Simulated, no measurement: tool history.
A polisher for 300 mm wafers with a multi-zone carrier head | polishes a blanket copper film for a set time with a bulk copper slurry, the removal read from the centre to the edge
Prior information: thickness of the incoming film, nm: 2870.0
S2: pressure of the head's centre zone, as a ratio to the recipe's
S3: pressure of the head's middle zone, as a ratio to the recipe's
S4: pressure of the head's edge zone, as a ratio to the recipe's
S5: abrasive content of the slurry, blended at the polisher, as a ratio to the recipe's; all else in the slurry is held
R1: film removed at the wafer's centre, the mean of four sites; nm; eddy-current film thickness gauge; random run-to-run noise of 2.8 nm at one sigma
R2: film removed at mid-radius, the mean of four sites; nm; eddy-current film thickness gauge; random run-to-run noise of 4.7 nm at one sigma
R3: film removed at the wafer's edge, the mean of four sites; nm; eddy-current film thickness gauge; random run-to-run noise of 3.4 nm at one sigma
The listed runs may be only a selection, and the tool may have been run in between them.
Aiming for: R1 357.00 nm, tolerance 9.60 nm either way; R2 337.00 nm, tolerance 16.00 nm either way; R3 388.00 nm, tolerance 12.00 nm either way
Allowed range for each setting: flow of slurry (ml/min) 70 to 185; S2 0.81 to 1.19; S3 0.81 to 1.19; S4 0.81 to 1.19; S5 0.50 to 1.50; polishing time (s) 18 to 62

{"run": 1, "hour": 0.0, "flow of slurry (ml/min)": 120, "S2": 1.0, "S3": 1.0, "S4": 1.0, "S5": 1.0, "polishing time (s)": 40, "R1": 272.95, "R2": 265.76, "R3": 276.96}
{"run": 2, "hour": 0.6, "flow of slurry (ml/min)": 120, "S2": 1.0, "S3": 1.0, "S4": 1.0, "S5": 1.0, "polishing time (s)": 31, "R1": 207.93, "R2": 210.28, "R3": 215.38}
{"run": 3, "hour": 5.3, "flow of slurry (ml/min)": 120, "S2": 1.0, "S3": 1.0, "S4": 1.0, "S5": 0.8, "polishing time (s)": 31, "R1": 199.83, "R2": 194.1, "R3": 206.39}
{"run": 4, "hour": 11.3, "flow of slurry (ml/min)": 125, "S2": 1.0, "S3": 0.99, "S4": 1.03, "S5": 0.9, "polishing time (s)": 33, "R1": 219.14, "R2": 220.2, "R3": 225.45}
{"run": 5, "hour": 13.4, "flow of slurry (ml/min)": 115, "S2": 1.0, "S3": 0.97, "S4": 1.04, "S5": 1.0, "polishing time (s)": 36, "R1": 240.07, "R2": 236.34, "R3": 249.37}
{"run": 6, "hour": 17.7, "flow of slurry (ml/min)": 115, "S2": 1.0, "S3": 0.97, "S4": 1.04, "S5": 1.2, "polishing time (s)": 36, "R1": 253.51, "R2": 241.45, "R3": 261.34}
{"run": 7, "hour": 24.0, "flow of slurry (ml/min)": 115, "S2": 0.99, "S3": 0.97, "S4": 1.06, "S5": 1.25, "polishing time (s)": 37, "R1": 259.03, "R2": 248.05, "R3": 277.14}
{"run": 8, "hour": 32.7, "flow of slurry (ml/min)": 120, "S2": 0.99, "S3": 0.98, "S4": 1.08, "S5": 1.3, "polishing time (s)": 38, "R1": 273.5, "R2": 265.19, "R3": 290.68}
{"run": 9, "hour": 40.4, "flow of slurry (ml/min)": 125, "S2": 0.99, "S3": 0.98, "S4": 1.1, "S5": 1.35, "polishing time (s)": 39, "R1": 284.41, "R2": 278.21, "R3": 302.14}
{"run": 10, "hour": 43.6, "flow of slurry (ml/min)": 125, "S2": 0.99, "S3": 0.98, "S4": 1.11, "S5": 1.35, "polishing time (s)": 40, "R1": 291.2, "R2": 280.35, "R3": 308.68}
{"run": 11, "hour": 49.1, "flow of slurry (ml/min)": 125, "S2": 0.99, "S3": 0.98, "S4": 1.12, "S5": 1.35, "polishing time (s)": 41, "R1": 301.78, "R2": 297.39, "R3": 320.07}
{"run": 12, "hour": 55.2, "flow of slurry (ml/min)": 125, "S2": 0.99, "S3": 0.97, "S4": 1.13, "S5": 1.35, "polishing time (s)": 42, "R1": 307.33, "R2": 302.54, "R3": 323.95}
{"run": 13, "hour": 61.7, "flow of slurry (ml/min)": 125, "S2": 0.98, "S3": 0.96, "S4": 1.13, "S5": 1.35, "polishing time (s)": 43, "R1": 307.49, "R2": 297.35, "R3": 338.61}
{"run": 14, "hour": 67.7, "flow of slurry (ml/min)": 130, "S2": 0.98, "S3": 0.96, "S4": 1.14, "S5": 1.35, "polishing time (s)": 43, "R1": 310.82, "R2": 305.28, "R3": 340.07}
{"run": 15, "hour": 73.6, "flow of slurry (ml/min)": 135, "S2": 0.98, "S3": 0.95, "S4": 1.15, "S5": 1.35, "polishing time (s)": 43, "R1": 315.65, "R2": 300.87, "R3": 344.4}
{"run": 16, "hour": 80.5, "flow of slurry (ml/min)": 140, "S2": 0.98, "S3": 0.95, "S4": 1.16, "S5": 1.35, "polishing time (s)": 43, "R1": 318.58, "R2": 308.49, "R3": 340.25}
{"run": 17, "hour": 85.6, "flow of slurry (ml/min)": 140, "S2": 0.98, "S3": 0.95, "S4": 1.16, "S5": 1.35, "polishing time (s)": 44, "R1": 324.1, "R2": 312.43, "R3": 355.28}
{"run": 18, "hour": 93.0, "flow of slurry (ml/min)": 145, "S2": 0.98, "S3": 0.95, "S4": 1.16, "S5": 1.35, "polishing time (s)": 44, "R1": 327.94, "R2": 316.22, "R3": 355.29}
{"run": 19, "hour": 101.3, "flow of slurry (ml/min)": 145, "S2": 0.98, "S3": 0.95, "S4": 1.16, "S5": 1.35, "polishing time (s)": 44, "R1": 326.44, "R2": 305.72, "R3": 354.33}
{"run": 20, "hour": 108.7, "flow of slurry (ml/min)": 145, "S2": 0.98, "S3": 0.95, "S4": 1.16, "S5": 1.35, "polishing time (s)": 44, "R1": 328.42, "R2": 317.04, "R3": 354.71}
{"run": 21, "hour": 116.4, "flow of slurry (ml/min)": 155, "S2": 0.97, "S3": 0.94, "S4": 1.18, "S5": 1.45, "polishing time (s)": 45, "R1": 339.06, "R2": 337.27, "R3": 375.33}
{"run": 22, "hour": 117.2, "flow of slurry (ml/min)": 155, "S2": 0.97, "S3": 0.93, "S4": 1.18, "S5": 1.45, "polishing time (s)": 45, "R1": 340.04, "R2": 323.09, "R3": 374.49}

Consider the 5 candidate settings below. Which is the only one whose results all fall within their allowed miss of target?
{"run": "A", "hour": 118.0, "flow of slurry (ml/min)": 185, "S2": 0.98, "S3": 0.92, "S4": 1.19, "S5": 1.5, "polishing time (s)": 45, "R1": "?", "R2": "?", "R3": "?"}
{"run": "B", "hour": 118.0, "flow of slurry (ml/min)": 160, "S2": 1.01, "S3": 0.88, "S4": 1.18, "S5": 1.5, "polishing time (s)": 42, "R1": "?", "R2": "?", "R3": "?"}
{"run": "C", "hour": 118.0, "flow of slurry (ml/min)": 150, "S2": 0.97, "S3": 1.0, "S4": 1.18, "S5": 1.45, "polishing time (s)": 44, "R1": "?", "R2": "?", "R3": "?"}
{"run": "D", "hour": 118.0, "flow of slurry (ml/min)": 170, "S2": 1.04, "S3": 1.03, "S4": 1.18, "S5": 1.5, "polishing time (s)": 43, "R1": "?", "R2": "?", "R3": "?"}
{"run": "E", "hour": 118.0, "flow of slurry (ml/min)": 165, "S2": 0.93, "S3": 0.92, "S4": 1.14, "S5": 1.5, "polishing time (s)": 46, "R1": "?", "R2": "?", "R3": "?"}

move=A R1=356.22 R2=327.02 R3=380.61
move=B R1=334.29 R2=289.63 R3=348.63
move=C R1=329.90 R2=325.43 R3=359.16
move=D R1=356.57 R2=333.79 R3=358.77
move=E R1=338.82 R2=328.71 R3=377.96
A: hits every target within its allowed miss
B: misses by more than the last run did
C: misses by more than the last run did
D: puts the biggest miss on target and leaves a different result outside tolerance
E: misses by more than the last run did
Answer: A

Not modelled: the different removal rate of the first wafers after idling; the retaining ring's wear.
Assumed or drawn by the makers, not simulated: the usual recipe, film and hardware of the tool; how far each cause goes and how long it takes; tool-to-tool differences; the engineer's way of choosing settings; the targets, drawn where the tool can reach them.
